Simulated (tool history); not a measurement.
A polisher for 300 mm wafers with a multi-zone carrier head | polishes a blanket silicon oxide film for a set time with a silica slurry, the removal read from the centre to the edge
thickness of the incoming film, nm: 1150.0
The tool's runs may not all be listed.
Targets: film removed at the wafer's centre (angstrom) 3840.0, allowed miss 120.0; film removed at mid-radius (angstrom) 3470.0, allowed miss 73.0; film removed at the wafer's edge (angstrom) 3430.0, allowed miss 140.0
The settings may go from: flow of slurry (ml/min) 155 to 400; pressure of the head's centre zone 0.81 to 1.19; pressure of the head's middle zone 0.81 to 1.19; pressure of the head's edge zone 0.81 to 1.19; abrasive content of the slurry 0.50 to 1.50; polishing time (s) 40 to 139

run,hour,flow of slurry (ml/min),pressure of the head's centre zone,pressure of the head's middle zone,pressure of the head's edge zone,abrasive content of the slurry,polishing time (s),film removed at the wafer's centre (angstrom),film removed at mid-radius (angstrom),film removed at the wafer's edge (angstrom)
1,0.0,255,1.00,1.00,1.00,1.00,89,3977.5,4095.2,3959.0
2,8.1,255,1.00,1.00,0.93,1.00,89,4020.2,4057.6,3726.6
3,17.1,255,1.00,1.05,0.93,1.00,89,3985.8,4275.8,3838.4
4,20.1,255,1.00,1.05,1.00,1.00,89,3970.7,4235.5,3854.0
5,26.0,255,1.00,1.05,1.00,0.85,89,3730.9,4002.5,3597.2
6,33.4,245,1.01,1.03,0.99,0.85,89,3801.8,3929.9,3654.5
7,41.6,245,1.01,1.01,0.97,0.85,89,3718.5,3842.5,3539.5
8,43.3,240,1.02,0.99,0.97,0.85,89,3805.1,3833.4,3585.7
9,44.8,240,1.02,0.99,0.97,0.85,89,3831.3,3773.5,3584.5
10,52.0,235,1.02,0.98,0.96,0.85,89,3831.4,3763.3,3556.6
11,54.8,195,1.05,0.89,0.93,0.80,89,3721.3,3319.7,3345.4
12,62.7,200,1.05,0.89,0.93,0.80,89,3687.5,3302.6,3454.5
13,69.4,230,1.09,0.95,0.89,0.80,89,3991.1,3553.0,3336.8
14,72.1,225,1.09,0.95,0.90,0.80,89,3844.4,3586.9,3425.2

Which of these 5 next moves meets every target?
A,74.8,170,1.06,1.06,1.04,0.95,82,?,?,?
B,74.8,210,1.06,0.94,0.86,1.05,84,?,?,?
C,74.8,400,0.98,0.84,0.81,1.00,84,?,?,?
D,74.8,155,1.05,0.85,1.03,0.90,92,?,?,?
E,74.8,220,1.10,0.98,0.94,0.75,93,?,?,?

move,film removed at the wafer's centre (angstrom),film removed at mid-radius (angstrom),film removed at the wafer's edge (angstrom)
A,3571.8,3648.1,3455.0
B,3924.9,3613.4,3473.1
C,3822.0,3450.6,3504.3
D,3818.1,3283.7,3750.9
E,3999.8,3669.1,3525.6
A: further off than the last run
B: further off than the last run
C: meets every target
D: takes the result that was furthest off past its target
E: further off than the last run
The right move is C.

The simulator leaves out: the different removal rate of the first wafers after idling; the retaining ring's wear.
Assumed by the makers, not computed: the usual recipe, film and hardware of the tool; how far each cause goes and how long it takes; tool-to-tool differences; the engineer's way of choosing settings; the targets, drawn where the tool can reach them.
